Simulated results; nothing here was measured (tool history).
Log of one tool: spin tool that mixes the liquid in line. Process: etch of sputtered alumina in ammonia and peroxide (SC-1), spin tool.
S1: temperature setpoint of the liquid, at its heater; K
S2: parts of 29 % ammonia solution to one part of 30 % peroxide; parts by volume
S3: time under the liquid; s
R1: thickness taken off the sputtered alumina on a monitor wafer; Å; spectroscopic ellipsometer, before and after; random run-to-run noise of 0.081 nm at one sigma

| run | hour | S1 | S2 | S3 | R1 |
|---|---|---|---|---|---|
| 1 | 0 | 326.15 | 0.7 | 270 | 133.49 |
| 2 | 2.6 | 326.15 | 0.7 | 270 | 131.24 |
| 3 | 4.9 | 319.65 | 0.7 | 270 | 91.612 |
| 4 | 13.3 | 312.65 | 0.7 | 270 | 59.776 |
| 5 | 22 | 312.65 | 0.6 | 270 | 59.315 |
| 6 | 25.5 | 312.65 | 0.5 | 270 | 59.538 |
| 7 | 29 | 314.65 | 0.5 | 270 | 66.219 |
|  | 37.7 | heated supply line repaired |
| 8 | 37.7 | 316.15 | 0.5 | 270 | 90.675 |

Run 9, settings as shown, results not yet in. Your forecast:
| 9 | 46.6 | 316.65 | 0.5 | 270 | ? |

R1: 94.342 Å
